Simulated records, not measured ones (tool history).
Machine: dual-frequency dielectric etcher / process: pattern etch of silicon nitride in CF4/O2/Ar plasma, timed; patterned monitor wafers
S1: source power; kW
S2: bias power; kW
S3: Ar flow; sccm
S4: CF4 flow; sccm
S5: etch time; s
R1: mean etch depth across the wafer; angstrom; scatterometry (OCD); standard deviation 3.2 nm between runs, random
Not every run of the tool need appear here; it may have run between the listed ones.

run    day    S1     S2   S3   S4   S5     R1
  1      0  0.66  0.067  122  110  614  16124
  2  0.092  0.66  0.067  122  110  614  16070
  3  0.258  0.66  0.067  122   91  614  15639
  4  0.308  0.66  0.067  122   91  614  15759
  5  0.562  0.62  0.067  122   91  614  14748
  6  0.758  0.62  0.067  122   91  614  14782
  7    1.1  0.59  0.067  122   91  614  13942
  8  1.479  0.57  0.067  122   91  614  13451
  9  1.679  0.56  0.067  122   91  614  13203

Predict the results of run 10:
 10  1.758  0.56  0.067  122  91  614   ?

R1: 13222 angstrom
